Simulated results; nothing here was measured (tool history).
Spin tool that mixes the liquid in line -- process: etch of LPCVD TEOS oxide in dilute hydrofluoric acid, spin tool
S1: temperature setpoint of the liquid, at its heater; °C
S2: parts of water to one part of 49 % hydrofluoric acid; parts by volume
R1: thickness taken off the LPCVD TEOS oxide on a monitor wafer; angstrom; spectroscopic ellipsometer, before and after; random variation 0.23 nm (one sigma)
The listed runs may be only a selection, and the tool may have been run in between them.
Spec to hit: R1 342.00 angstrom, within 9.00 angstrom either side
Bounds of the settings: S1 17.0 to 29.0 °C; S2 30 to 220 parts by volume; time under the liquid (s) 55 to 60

run 1 day=0.000 | S1=21.0 S2=125 time_under_the_liquid_(s)=55 | R1=149.06
run 2 day=0.108 | S1=22.5 S2=110 time_under_the_liquid_(s)=55 | R1=183.40
run 3 day=0.454 | S1=24.0 S2=100 time_under_the_liquid_(s)=55 | R1=215.84
run 4 day=0.483 | S1=20.5 S2=100 time_under_the_liquid_(s)=55 | R1=186.99
run 5 day=0.667 | S1=19.0 S2=100 time_under_the_liquid_(s)=55 | R1=178.13
run 6 day=1.017 | S1=17.0 S2=100 time_under_the_liquid_(s)=55 | R1=163.38
run 7 day=1.321 | S1=19.5 S2=95 time_under_the_liquid_(s)=55 | R1=191.46
run 8 day=1.379 | S1=21.5 S2=90 time_under_the_liquid_(s)=55 | R1=221.07
run 9 day=1.738 | S1=23.0 S2=85 time_under_the_liquid_(s)=55 | R1=249.89
run 10 day=1.958 | S1=24.5 S2=85 time_under_the_liquid_(s)=55 | R1=267.89
run 11 day=2.062 | S1=28.5 S2=75 time_under_the_liquid_(s)=55 | R1=354.95

Below are 5 possible settings for the next run. Only one of them brings all results inside the allowed miss of their targets. Which is it?
run A day=2.167 | S1=27.5 S2=75 time_under_the_liquid_(s)=55 | R1=?
run B day=2.167 | S1=28.0 S2=70 time_under_the_liquid_(s)=55 | R1=?
run C day=2.167 | S1=27.0 S2=70 time_under_the_liquid_(s)=55 | R1=?
run D day=2.167 | S1=29.0 S2=80 time_under_the_liquid_(s)=60 | R1=?
run E day=2.167 | S1=25.5 S2=70 time_under_the_liquid_(s)=60 | R1=?

move=A R1=344.13
move=B R1=378.66
move=C R1=364.05
move=D R1=370.45
move=E R1=374.15
A: all results in spec
B: misses by more than the last run did
C: misses by more than the last run did
D: misses by more than the last run did
E: misses by more than the last run did
The move that meets every target is A.
